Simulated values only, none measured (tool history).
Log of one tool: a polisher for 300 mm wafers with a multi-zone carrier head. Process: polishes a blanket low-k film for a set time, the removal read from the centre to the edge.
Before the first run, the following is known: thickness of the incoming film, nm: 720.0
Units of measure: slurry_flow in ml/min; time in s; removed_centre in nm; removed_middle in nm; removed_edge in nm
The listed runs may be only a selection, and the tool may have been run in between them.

| run | hour | slurry_flow | centre_zone | middle_zone | edge_zone | slurry_solids | time | removed_centre | removed_middle | removed_edge |
|---|---|---|---|---|---|---|---|---|---|---|
| 1 | 0 | 175 | 1 | 1 | 1 | 1 | 35 | 15.057 | 15.106 | 15.503 |
| 2 | 7.2 | 215 | 1 | 1 | 1 | 1 | 35 | 15.919 | 15.986 | 16.064 |
| 3 | 10.2 | 215 | 1 | 1 | 1 | 1.1 | 35 | 16.247 | 16.675 | 16.85 |
| 4 | 12.6 | 200 | 0.96 | 1.03 | 1 | 1 | 34 | 14.505 | 15.712 | 15.535 |
| 5 | 21.5 | 200 | 1.01 | 1.03 | 1 | 1 | 34 | 15.392 | 15.435 | 15.374 |
| 6 | 22.2 | 230 | 1.01 | 1.03 | 1 | 1 | 34 | 15.481 | 16.24 | 15.688 |

Expected results for the next run?
| 7 | 23.4 | 250 | 0.91 | 1.06 | 0.9 | 0.75 | 29 | ? | ? | ? |

removed_centre: 10.701 nm
removed_middle: 12.553 nm
removed_edge: 11.428 nm
